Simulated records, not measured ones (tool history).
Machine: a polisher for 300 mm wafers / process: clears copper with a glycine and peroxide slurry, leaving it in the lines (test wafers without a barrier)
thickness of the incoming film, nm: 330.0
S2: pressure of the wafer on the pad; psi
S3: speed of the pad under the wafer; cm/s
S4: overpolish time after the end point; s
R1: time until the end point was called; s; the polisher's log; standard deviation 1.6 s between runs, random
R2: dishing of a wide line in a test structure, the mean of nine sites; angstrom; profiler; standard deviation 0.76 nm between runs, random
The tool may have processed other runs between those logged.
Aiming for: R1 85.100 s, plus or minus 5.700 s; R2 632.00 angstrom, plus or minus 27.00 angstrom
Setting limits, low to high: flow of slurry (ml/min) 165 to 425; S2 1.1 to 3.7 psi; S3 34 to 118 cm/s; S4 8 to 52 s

Run 1, day 0.000: flow of slurry (ml/min) 275, S2 2.4 psi, S3 76 cm/s, S4 26 s. Result: R1 94.388 s, R2 485.58 angstrom.
Run 2, day 0.312: flow of slurry (ml/min) 275, S2 2.5 psi, S3 76 cm/s, S4 28 s. Result: R1 89.637 s, R2 513.07 angstrom.
Run 3, day 0.504: flow of slurry (ml/min) 275, S2 2.0 psi, S3 76 cm/s, S4 28 s. Result: R1 96.957 s, R2 476.36 angstrom.
Run 4, day 0.804: flow of slurry (ml/min) 275, S2 2.2 psi, S3 76 cm/s, S4 28 s. Result: R1 98.541 s, R2 495.55 angstrom.
Run 5, day 0.892: flow of slurry (ml/min) 275, S2 2.4 psi, S3 76 cm/s, S4 30 s. Result: R1 96.792 s, R2 530.38 angstrom.
Run 6, day 1.250: flow of slurry (ml/min) 275, S2 2.6 psi, S3 78 cm/s, S4 31 s. Result: R1 88.905 s, R2 552.82 angstrom.
Run 7, day 1.521: flow of slurry (ml/min) 275, S2 2.7 psi, S3 78 cm/s, S4 32 s. Result: R1 87.938 s, R2 584.86 angstrom.
Run 8, day 1.833: flow of slurry (ml/min) 275, S2 2.9 psi, S3 78 cm/s, S4 34 s. Result: R1 84.471 s, R2 595.64 angstrom.

Next run, 5 choices. One meets every target within its allowed miss, the rest don't. Which?
Run A, day 2.146: flow of slurry (ml/min) 275, S2 3.2 psi, S3 72 cm/s, S4 38 s. Result: R1 ?, R2 ?.
Run B, day 2.146: flow of slurry (ml/min) 255, S2 3.1 psi, S3 78 cm/s, S4 32 s. Result: R1 ?, R2 ?.
Run C, day 2.146: flow of slurry (ml/min) 240, S2 2.3 psi, S3 90 cm/s, S4 28 s. Result: R1 ?, R2 ?.
Run D, day 2.146: flow of slurry (ml/min) 335, S2 2.5 psi, S3 88 cm/s, S4 28 s. Result: R1 ?, R2 ?.
Run E, day 2.146: flow of slurry (ml/min) 425, S2 2.2 psi, S3 92 cm/s, S4 28 s. Result: R1 ?, R2 ?.

move      R1      R2
   A  85.421  627.66
   B  82.189  585.21
   C  85.856  522.53
   D  81.425  540.09
   E  82.184  533.10
A: every result lands within tolerance
B: its largest miss is bigger than the last run's
C: its largest miss is bigger than the last run's
D: its largest miss is bigger than the last run's
E: its largest miss is bigger than the last run's
So the answer is move A, the one that meets all the targets.
